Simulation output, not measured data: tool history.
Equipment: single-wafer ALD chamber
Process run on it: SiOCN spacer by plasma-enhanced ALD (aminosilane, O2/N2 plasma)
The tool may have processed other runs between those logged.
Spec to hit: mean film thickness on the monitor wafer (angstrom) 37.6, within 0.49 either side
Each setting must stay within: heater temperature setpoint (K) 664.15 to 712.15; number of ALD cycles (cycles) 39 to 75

run  hour  heater temperature setpoint (K)  number of ALD cycles (cycles)  mean film thickness on the monitor wafer (angstrom)
  1     0                           688.15                             57                                               28.637
  2   2.9                           685.15                             59                                               30.035
  3   3.7                           683.15                             60                                               30.811
  4   6.9                           681.15                             61                                               31.177
  5  15.1                           680.15                             63                                               32.447
  6  16.9                           680.15                             60                                                30.97
  7    20                           678.15                             61                                               31.688
  8  27.8                           676.15                             62                                                32.28
  9  28.5                           676.15                             62                                               32.531
 10  33.3                           676.15                             62                                               32.381
 11  34.5                           675.15                             63                                                33.06
 12    41                           674.15                             64                                               33.546
 13  42.2                           673.15                             65                                                33.96
 14  48.9                           672.15                             66                                               34.722
     53.3  -- thermocouple changed; heater temperature recalibrated
 15  53.3                           671.15                             67                                               35.894
 16    62                           670.15                             67                                               36.041
 17  62.9                           670.15                             67                                                35.73
 18    71                           669.15                             67                                               35.899

5 next moves are on the table. One of them brings every result within its allowed miss. Which?
  A  79.1                           668.15                             63                                                    ?
  B  79.1                           673.15                             64                                                    ?
  C  79.1                           678.15                             72                                                    ?
  D  79.1                           667.15                             64                                                    ?
  E  79.1                           680.15                             64                                                    ?

move  mean film thickness on the monitor wafer (angstrom)
   A                                               33.753
   B                                               34.129
   C                                               37.876
   D                                               34.289
   E                                               33.483
A: further off than the last run
B: further off than the last run
C: meets every target
D: further off than the last run
E: further off than the last run
Answer: C

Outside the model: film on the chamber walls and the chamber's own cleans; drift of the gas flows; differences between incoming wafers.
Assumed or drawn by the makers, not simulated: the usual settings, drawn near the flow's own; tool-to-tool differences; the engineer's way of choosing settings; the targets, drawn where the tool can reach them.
